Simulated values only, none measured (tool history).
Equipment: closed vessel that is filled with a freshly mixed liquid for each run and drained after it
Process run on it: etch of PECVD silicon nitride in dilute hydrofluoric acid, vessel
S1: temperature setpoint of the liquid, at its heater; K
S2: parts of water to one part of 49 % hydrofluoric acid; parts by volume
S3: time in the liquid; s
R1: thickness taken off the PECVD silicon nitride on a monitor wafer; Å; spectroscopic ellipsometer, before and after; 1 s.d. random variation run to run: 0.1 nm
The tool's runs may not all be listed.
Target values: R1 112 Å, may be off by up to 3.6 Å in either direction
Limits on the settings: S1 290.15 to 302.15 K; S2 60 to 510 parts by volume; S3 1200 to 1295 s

{"run": 1, "day": 0.0, "S1": 294.15, "S2": 285, "S3": 1200, "R1": 190.26}
{"run": 2, "day": 0.238, "S1": 294.15, "S2": 285, "S3": 1295, "R1": 203.22}
{"run": 3, "day": 0.333, "S1": 292.65, "S2": 285, "S3": 1295, "R1": 184.03}
{"run": 4, "day": 0.479, "S1": 292.15, "S2": 305, "S3": 1295, "R1": 167.96}
{"run": 5, "day": 0.621, "S1": 290.65, "S2": 305, "S3": 1295, "R1": 150.01}
{"run": 6, "day": 0.758, "S1": 290.65, "S2": 320, "S3": 1295, "R1": 143.7}
{"run": 7, "day": 1.142, "S1": 290.65, "S2": 335, "S3": 1295, "R1": 140.04}
{"run": 8, "day": 1.229, "S1": 290.65, "S2": 350, "S3": 1295, "R1": 133.94}

Exactly one of the 5 candidate moves below puts every result within its allowed miss. Which one?
{"run": "A", "day": 1.317, "S1": 290.65, "S2": 310, "S3": 1295, "R1": "?"}
{"run": "B", "day": 1.317, "S1": 290.15, "S2": 370, "S3": 1200, "R1": "?"}
{"run": "C", "day": 1.317, "S1": 291.15, "S2": 380, "S3": 1255, "R1": "?"}
{"run": "D", "day": 1.317, "S1": 291.65, "S2": 290, "S3": 1245, "R1": "?"}
{"run": "E", "day": 1.317, "S1": 290.15, "S2": 345, "S3": 1230, "R1": "?"}

move=A R1=150.98
move=B R1=114.54
move=C R1=124.49
move=D R1=165.05
move=E R1=125.43
A: further off than the last run
B: every result lands within tolerance
C: better than the last run, though not everything is in spec
D: further off than the last run
E: better than the last run, though not everything is in spec
The move that meets every target is B.
